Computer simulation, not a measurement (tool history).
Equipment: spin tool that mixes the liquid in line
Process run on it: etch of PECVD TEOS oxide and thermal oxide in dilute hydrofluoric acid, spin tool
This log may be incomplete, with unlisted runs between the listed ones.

run,hour,temperature setpoint of the liquid (C),parts of water to one part of 49 % hydrofluoric acid (parts by volume),time under the liquid (s),thickness taken off the PECVD TEOS oxide on a monitor wafer (Å),thickness taken off the thermal oxide on a monitor wafer (Å)
1,0.0,20.0,180,145,76.976,29.074
2,5.0,20.0,150,145,94.048,35.980
3,6.8,19.5,160,145,84.699,32.727
4,15.7,21.5,160,145,91.533,35.449
5,20.8,21.0,165,145,87.448,33.758
6,25.7,20.5,170,145,83.257,31.592

For run 7, what comes out?
7,31.6,20.5,170,145,?,?

thickness taken off the PECVD TEOS oxide on a monitor wafer (Å): 82.787
thickness taken off the thermal oxide on a monitor wafer (Å): 31.266

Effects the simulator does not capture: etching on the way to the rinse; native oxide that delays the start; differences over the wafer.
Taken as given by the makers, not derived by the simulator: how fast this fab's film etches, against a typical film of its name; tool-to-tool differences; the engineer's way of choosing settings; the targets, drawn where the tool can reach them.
